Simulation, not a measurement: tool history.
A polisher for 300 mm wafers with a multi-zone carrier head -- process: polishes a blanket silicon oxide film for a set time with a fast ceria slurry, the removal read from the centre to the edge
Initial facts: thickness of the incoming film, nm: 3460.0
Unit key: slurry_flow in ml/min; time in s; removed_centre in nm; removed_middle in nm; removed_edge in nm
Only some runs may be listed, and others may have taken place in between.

Run 1, hour 0.0: slurry_flow 225 ml/min, centre_zone 1.00, middle_zone 1.00, edge_zone 1.00, time 35 s. Result: removed_centre 743.69 nm, removed_middle 753.77 nm, removed_edge 749.75 nm.
Run 2, hour 6.8: slurry_flow 225 ml/min, centre_zone 1.00, middle_zone 1.00, edge_zone 0.92, time 35 s. Result: removed_centre 749.32 nm, removed_middle 774.78 nm, removed_edge 734.49 nm.
Run 3, hour 8.3: slurry_flow 225 ml/min, centre_zone 0.97, middle_zone 1.00, edge_zone 0.92, time 35 s. Result: removed_centre 728.38 nm, removed_middle 760.49 nm, removed_edge 727.37 nm.
Run 4, hour 12.9: slurry_flow 225 ml/min, centre_zone 0.90, middle_zone 1.00, edge_zone 0.92, time 35 s. Result: removed_centre 661.96 nm, removed_middle 756.20 nm, removed_edge 724.43 nm.
Run 5, hour 14.9: slurry_flow 235 ml/min, centre_zone 0.95, middle_zone 1.00, edge_zone 0.96, time 36 s. Result: removed_centre 733.94 nm, removed_middle 776.50 nm, removed_edge 771.93 nm.
Run 6, hour 22.1: slurry_flow 210 ml/min, centre_zone 0.95, middle_zone 1.00, edge_zone 0.96, time 36 s. Result: removed_centre 719.13 nm, removed_middle 776.47 nm, removed_edge 763.15 nm.
Run 7, hour 31.1: slurry_flow 215 ml/min, centre_zone 0.99, middle_zone 1.00, edge_zone 0.99, time 37 s. Result: removed_centre 766.81 nm, removed_middle 808.85 nm, removed_edge 765.63 nm.
Run 8, hour 36.7: slurry_flow 210 ml/min, centre_zone 1.05, middle_zone 0.90, edge_zone 0.98, time 47 s. Result: removed_centre 1043.70 nm, removed_middle 924.30 nm, removed_edge 978.94 nm.

Run 9 comes next. What will it give?
Run 9, hour 39.7: slurry_flow 215 ml/min, centre_zone 1.05, middle_zone 0.90, edge_zone 0.98, time 47 s. Result: removed_centre ?, removed_middle ?, removed_edge ?.

Run 9 gave removed_centre 1036.00 nm, removed_middle 928.19 nm, removed_edge 995.95 nm.

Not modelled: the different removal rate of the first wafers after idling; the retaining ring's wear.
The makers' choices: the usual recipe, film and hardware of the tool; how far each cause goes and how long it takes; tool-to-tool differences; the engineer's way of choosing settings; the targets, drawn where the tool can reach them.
